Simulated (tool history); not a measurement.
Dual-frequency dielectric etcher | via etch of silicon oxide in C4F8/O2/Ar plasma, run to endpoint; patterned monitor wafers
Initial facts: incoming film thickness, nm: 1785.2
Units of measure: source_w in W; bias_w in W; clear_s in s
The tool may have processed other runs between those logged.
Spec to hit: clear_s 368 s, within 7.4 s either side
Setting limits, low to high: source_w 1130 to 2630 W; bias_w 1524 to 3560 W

run    day  source_w  bias_w  clear_s
  1      0      1880    2542   331.94
  2  0.175      1790    2514   341.21
  3  0.275      1940    2514   329.85
  4  0.433      2240    2514   309.55
  5  0.633      2480    2514   295.04
  6  0.875      2280    2451   314.02
  7  1.067      2140    2417   320.34
  8  1.371      2010    2375   332.54
  9  1.567      1920    2350   342.64
 10  1.921      1860    2337   343.86
 11  2.192      1800    2319   353.49
 12  2.571      1770    2312   358.21
 13  2.938      1750    2308   354.12
 14  3.004      1550    2232   389.81
 15  3.312      1590    2238   383.14
 16  3.562      1620    2243   376.17

Which single option among these 5 for the next run brings every result within its allowed miss of target? Just one does.
  A  3.812      1470    2578        ?
  B  3.812      1450    2345        ?
  C  3.812      1890    2190        ?
  D  3.812      1720    2464        ?
  E  3.812      1600    2115        ?

move  clear_s
   A   370.16
   B   389.26
   C   356.33
   D      352
   E    390.7
A: all results land within tolerance of their targets
B: the biggest miss grows against the last run
C: moves the result that the last run missed by most past its target, out the other side
D: moves the result that the last run missed by most past its target, out the other side
E: the biggest miss grows against the last run
Go with A: it meets all targets.
